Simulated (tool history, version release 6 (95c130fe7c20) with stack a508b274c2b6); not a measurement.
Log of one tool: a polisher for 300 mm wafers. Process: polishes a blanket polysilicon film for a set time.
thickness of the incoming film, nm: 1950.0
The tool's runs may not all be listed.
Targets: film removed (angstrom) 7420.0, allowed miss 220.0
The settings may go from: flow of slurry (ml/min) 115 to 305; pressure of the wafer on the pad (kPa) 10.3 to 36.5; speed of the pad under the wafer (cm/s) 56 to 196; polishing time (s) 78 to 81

run	hour	flow of slurry (ml/min)	pressure of the wafer on the pad (kPa)	speed of the pad under the wafer (cm/s)	polishing time (s)	film removed (angstrom)
1	0.0	195	23.4	126	78	11599.0
2	6.4	190	20.7	126	78	10346.0
3	15.3	185	18.6	126	78	9452.3
4	23.1	180	17.2	126	78	8725.8
5	26.7	175	16.5	126	78	8321.8
6	27.8	175	16.5	140	78	9209.7
7	29.9	165	15.2	140	78	8392.0
8	34.2	155	14.5	140	78	8018.9
9	42.9	145	14.5	140	78	7980.4
10	45.7	140	14.5	140	78	7905.5
11	46.5	135	14.5	140	78	7885.4
12	54.1	130	14.5	140	78	7720.9

4 next moves are on the table. One of them brings every result within its allowed miss. Which?
A	61.7	125	14.5	140	79	?
B	61.7	150	13.1	144	81	?
C	61.7	125	13.8	154	81	?
D	61.7	145	12.4	142	81	?

move	film removed (angstrom)
A	7837.9
B	7824.0
C	8448.7
D	7322.6
A: further off than the last run
B: further off than the last run
C: further off than the last run
D: meets every target
Move D is the one to make.

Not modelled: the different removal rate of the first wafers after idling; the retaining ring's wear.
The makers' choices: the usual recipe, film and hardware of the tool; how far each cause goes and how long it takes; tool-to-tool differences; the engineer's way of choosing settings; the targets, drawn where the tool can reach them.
